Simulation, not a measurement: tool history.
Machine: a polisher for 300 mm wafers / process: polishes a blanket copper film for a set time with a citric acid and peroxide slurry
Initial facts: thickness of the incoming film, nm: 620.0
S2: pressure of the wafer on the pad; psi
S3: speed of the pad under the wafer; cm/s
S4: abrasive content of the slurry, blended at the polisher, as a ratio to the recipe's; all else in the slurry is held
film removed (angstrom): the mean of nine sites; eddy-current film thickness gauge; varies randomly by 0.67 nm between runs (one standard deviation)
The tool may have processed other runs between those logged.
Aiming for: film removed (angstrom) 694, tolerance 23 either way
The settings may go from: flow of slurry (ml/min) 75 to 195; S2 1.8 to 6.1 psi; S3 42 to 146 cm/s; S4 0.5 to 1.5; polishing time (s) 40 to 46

run 1 hour=0 | flow_of_slurry_(ml/min)=125 S2=3.9 S3=94 S4=1 polishing_time_(s)=46 | film_removed_(angstrom)=1242.1
run 2 hour=4.1 | flow_of_slurry_(ml/min)=120 S2=3.5 S3=94 S4=1 polishing_time_(s)=46 | film_removed_(angstrom)=1166.3
run 3 hour=6.8 | flow_of_slurry_(ml/min)=120 S2=3.5 S3=76 S4=1 polishing_time_(s)=46 | film_removed_(angstrom)=962.72
run 4 hour=11.2 | flow_of_slurry_(ml/min)=120 S2=3.2 S3=76 S4=1 polishing_time_(s)=46 | film_removed_(angstrom)=905.75
run 5 hour=14.3 | flow_of_slurry_(ml/min)=120 S2=3.2 S3=88 S4=1 polishing_time_(s)=46 | film_removed_(angstrom)=1017.8
run 6 hour=17.1 | flow_of_slurry_(ml/min)=135 S2=3.2 S3=88 S4=1 polishing_time_(s)=46 | film_removed_(angstrom)=1042.6
run 7 hour=17.7 | flow_of_slurry_(ml/min)=130 S2=2.9 S3=86 S4=1 polishing_time_(s)=46 | film_removed_(angstrom)=959.02
run 8 hour=25.3 | flow_of_slurry_(ml/min)=125 S2=2.7 S3=84 S4=1 polishing_time_(s)=46 | film_removed_(angstrom)=877.22
run 9 hour=32.5 | flow_of_slurry_(ml/min)=120 S2=2.5 S3=84 S4=1 polishing_time_(s)=46 | film_removed_(angstrom)=816.94
run 10 hour=35.6 | flow_of_slurry_(ml/min)=115 S2=2.4 S3=84 S4=1 polishing_time_(s)=46 | film_removed_(angstrom)=804.65
run 11 hour=36.2 | flow_of_slurry_(ml/min)=110 S2=2.3 S3=84 S4=1 polishing_time_(s)=46 | film_removed_(angstrom)=769.27
run 12 hour=41.7 | flow_of_slurry_(ml/min)=105 S2=2.3 S3=84 S4=1 polishing_time_(s)=46 | film_removed_(angstrom)=750.29
run 13 hour=45.6 | flow_of_slurry_(ml/min)=100 S2=2.3 S3=84 S4=1 polishing_time_(s)=46 | film_removed_(angstrom)=753.9
run 14 hour=50.2 | flow_of_slurry_(ml/min)=95 S2=1.9 S3=84 S4=1 polishing_time_(s)=46 | film_removed_(angstrom)=656.63
run 15 hour=54.8 | flow_of_slurry_(ml/min)=100 S2=1.9 S3=84 S4=1 polishing_time_(s)=46 | film_removed_(angstrom)=657.9

Of the 5 settings listed for the next run, only one would bring every result within its allowed miss of target. Which one?
run A hour=59.4 | flow_of_slurry_(ml/min)=105 S2=2.7 S3=58 S4=0.8 polishing_time_(s)=46 | film_removed_(angstrom)=?
run B hour=59.4 | flow_of_slurry_(ml/min)=110 S2=1.9 S3=86 S4=0.9 polishing_time_(s)=40 | film_removed_(angstrom)=?
run C hour=59.4 | flow_of_slurry_(ml/min)=80 S2=4.1 S3=48 S4=0.95 polishing_time_(s)=46 | film_removed_(angstrom)=?
run D hour=59.4 | flow_of_slurry_(ml/min)=80 S2=2.4 S3=72 S4=1 polishing_time_(s)=46 | film_removed_(angstrom)=?
run E hour=59.4 | flow_of_slurry_(ml/min)=115 S2=2.9 S3=54 S4=0.8 polishing_time_(s)=45 | film_removed_(angstrom)=?

move=A film_removed_(angstrom)=612.23
move=B film_removed_(angstrom)=588.04
move=C film_removed_(angstrom)=686.65
move=D film_removed_(angstrom)=632.2
move=E film_removed_(angstrom)=612.64
A: further off than the last run
B: further off than the last run
C: every result within its allowed miss
D: further off than the last run
E: further off than the last run
Answer: C
